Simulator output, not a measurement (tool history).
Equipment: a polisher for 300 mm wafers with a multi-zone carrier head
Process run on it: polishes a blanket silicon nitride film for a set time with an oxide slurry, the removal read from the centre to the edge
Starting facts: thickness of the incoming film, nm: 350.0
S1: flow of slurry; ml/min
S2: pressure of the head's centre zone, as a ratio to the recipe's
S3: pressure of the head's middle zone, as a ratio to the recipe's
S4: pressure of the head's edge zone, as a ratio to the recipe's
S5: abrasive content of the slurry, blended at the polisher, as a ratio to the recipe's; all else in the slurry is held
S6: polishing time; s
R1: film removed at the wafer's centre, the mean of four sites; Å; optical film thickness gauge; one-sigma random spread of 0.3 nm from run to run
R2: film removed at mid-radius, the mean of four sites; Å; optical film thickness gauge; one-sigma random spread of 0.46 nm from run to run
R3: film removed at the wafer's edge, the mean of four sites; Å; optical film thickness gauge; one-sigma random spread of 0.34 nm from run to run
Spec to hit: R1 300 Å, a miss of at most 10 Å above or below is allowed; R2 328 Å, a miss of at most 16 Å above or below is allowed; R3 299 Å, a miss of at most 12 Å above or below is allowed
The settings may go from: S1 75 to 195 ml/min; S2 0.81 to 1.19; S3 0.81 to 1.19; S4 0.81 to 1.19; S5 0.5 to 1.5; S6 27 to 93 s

Run 1, hour 0: S1 125 ml/min, S2 1, S3 1, S4 1, S5 1, S6 59 s. Result: R1 263.13 Å, R2 261.21 Å, R3 259.48 Å.
Run 2, hour 2.2: S1 140 ml/min, S2 1, S3 1.03, S4 1.02, S5 1.05, S6 59 s. Result: R1 276.32 Å, R2 274.89 Å, R3 283.78 Å.
Run 3, hour 7.1: S1 115 ml/min, S2 1, S3 1.03, S4 1.02, S5 1.05, S6 59 s. Result: R1 256.58 Å, R2 263.92 Å, R3 276.69 Å.
Run 4, hour 10.9: S1 115 ml/min, S2 1, S3 1.03, S4 1.02, S5 1.05, S6 68 s. Result: R1 298.75 Å, R2 307.93 Å, R3 313.77 Å.
Run 5, hour 18.5: S1 115 ml/min, S2 1, S3 1.04, S4 0.99, S5 1.05, S6 68 s. Result: R1 299.9 Å, R2 316.77 Å, R3 308.86 Å.
Run 6, hour 21.1: S1 115 ml/min, S2 1, S3 1.04, S4 0.99, S5 1.05, S6 76 s. Result: R1 341.23 Å, R2 348.13 Å, R3 340.41 Å.
Run 7, hour 24.6: S1 105 ml/min, S2 0.99, S3 1.03, S4 0.97, S5 1.05, S6 76 s. Result: R1 322.26 Å, R2 340.15 Å, R3 341.83 Å.
Run 8, hour 27.7: S1 100 ml/min, S2 1, S3 1.04, S4 0.94, S5 1, S6 76 s. Result: R1 319.02 Å, R2 324.36 Å, R3 319.76 Å.
Run 9, hour 30.4: S1 95 ml/min, S2 0.99, S3 1.06, S4 0.92, S5 1, S6 76 s. Result: R1 305.36 Å, R2 325.71 Å, R3 313.99 Å.

5 next moves are on the table. One of them brings every result within its allowed miss. Which?
Run A, hour 33.1: S1 85 ml/min, S2 1.05, S3 1.1, S4 0.81, S5 0.75, S6 83 s. Result: R1 ?, R2 ?, R3 ?.
Run B, hour 33.1: S1 90 ml/min, S2 0.94, S3 1.04, S4 1.03, S5 1.1, S6 74 s. Result: R1 ?, R2 ?, R3 ?.
Run C, hour 33.1: S1 110 ml/min, S2 1.02, S3 1.11, S4 0.88, S5 0.9, S6 77 s. Result: R1 ?, R2 ?, R3 ?.
Run D, hour 33.1: S1 95 ml/min, S2 1.01, S3 1.12, S4 0.89, S5 0.85, S6 78 s. Result: R1 ?, R2 ?, R3 ?.
Run E, hour 33.1: S1 80 ml/min, S2 1.05, S3 1.02, S4 0.93, S5 1.1, S6 70 s. Result: R1 ?, R2 ?, R3 ?.

move      R1      R2      R3
   A  303.38  306.32  279.34
   B  294.09  319.72  336.12
   C  321.37  332.88  306.69
   D  301.52  318.88  296.82
   E   299.8  289.34   296.6
A: carries the result that was furthest off beyond its target, to the other side
B: lands further from the targets than the last run did
C: meets the target for the result that was furthest off, but another lies outside its allowed miss
D: every result lands within tolerance
E: meets the target for the result that was furthest off, but another lies outside its allowed miss
D meets every target.
